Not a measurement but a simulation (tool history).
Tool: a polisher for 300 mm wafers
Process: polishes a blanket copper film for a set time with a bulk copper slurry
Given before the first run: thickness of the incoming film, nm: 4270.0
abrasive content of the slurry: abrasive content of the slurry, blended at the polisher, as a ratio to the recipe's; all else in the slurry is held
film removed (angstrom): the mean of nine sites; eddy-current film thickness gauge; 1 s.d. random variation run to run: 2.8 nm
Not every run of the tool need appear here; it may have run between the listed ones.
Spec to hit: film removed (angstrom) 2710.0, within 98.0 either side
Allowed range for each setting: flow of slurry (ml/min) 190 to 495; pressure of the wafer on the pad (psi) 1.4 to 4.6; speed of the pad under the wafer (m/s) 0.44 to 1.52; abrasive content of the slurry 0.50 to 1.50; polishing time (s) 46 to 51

| run | day | flow of slurry (ml/min) | pressure of the wafer on the pad (psi) | speed of the pad under the wafer (m/s) | abrasive content of the slurry | polishing time (s) | film removed (angstrom) |
|---|---|---|---|---|---|---|---|
| 1 | 0.000 | 320 | 3.0 | 0.98 | 1.00 | 51 | 4951.4 |
| 2 | 0.212 | 320 | 3.6 | 0.98 | 1.00 | 51 | 6064.1 |
| 3 | 0.458 | 320 | 3.4 | 0.98 | 1.00 | 51 | 5744.6 |
| 4 | 0.792 | 320 | 3.4 | 0.98 | 1.00 | 46 | 5120.7 |
| 5 | 0.938 | 320 | 3.2 | 0.98 | 1.00 | 46 | 4779.4 |
| 6 | 1.312 | 320 | 3.2 | 0.74 | 1.00 | 46 | 3724.1 |
| 7 | 1.417 | 320 | 3.1 | 0.74 | 1.00 | 46 | 3633.1 |
| 8 | 1.688 | 320 | 3.0 | 0.74 | 1.00 | 46 | 3448.0 |
| 9 | 2.017 | 320 | 2.9 | 0.74 | 1.00 | 46 | 3398.9 |
| 10 | 2.146 | 320 | 2.8 | 0.74 | 1.00 | 46 | 3318.3 |
|  | 2.267 | slurry blender recalibrated |
| 11 | 2.267 | 320 | 2.8 | 0.74 | 1.00 | 46 | 3464.4 |
| 12 | 2.421 | 320 | 2.7 | 0.74 | 1.00 | 46 | 3354.0 |
| 13 | 2.612 | 320 | 2.6 | 0.74 | 1.00 | 46 | 3254.5 |
| 14 | 2.946 | 320 | 2.5 | 0.74 | 1.00 | 46 | 3121.5 |
| 15 | 2.996 | 320 | 2.4 | 0.74 | 1.00 | 46 | 2951.4 |

Exactly one of the 4 candidate moves below puts every result within its allowed miss. Which one?
| A | 3.046 | 315 | 2.4 | 0.64 | 0.85 | 46 | ? |
| B | 3.046 | 330 | 1.9 | 0.86 | 1.00 | 46 | ? |
| C | 3.046 | 340 | 2.3 | 0.74 | 1.05 | 46 | ? |
| D | 3.046 | 365 | 2.7 | 0.64 | 1.10 | 51 | ? |

| move | film removed (angstrom) |
|---|---|
| A | 2574.9 |
| B | 2754.1 |
| C | 2934.6 |
| D | 3403.4 |
A: takes the result that was furthest off past its target
B: meets every target
C: an improvement on the last run, though not all results are within tolerance
D: further off than the last run
B is the move that brings every result within its allowed miss.

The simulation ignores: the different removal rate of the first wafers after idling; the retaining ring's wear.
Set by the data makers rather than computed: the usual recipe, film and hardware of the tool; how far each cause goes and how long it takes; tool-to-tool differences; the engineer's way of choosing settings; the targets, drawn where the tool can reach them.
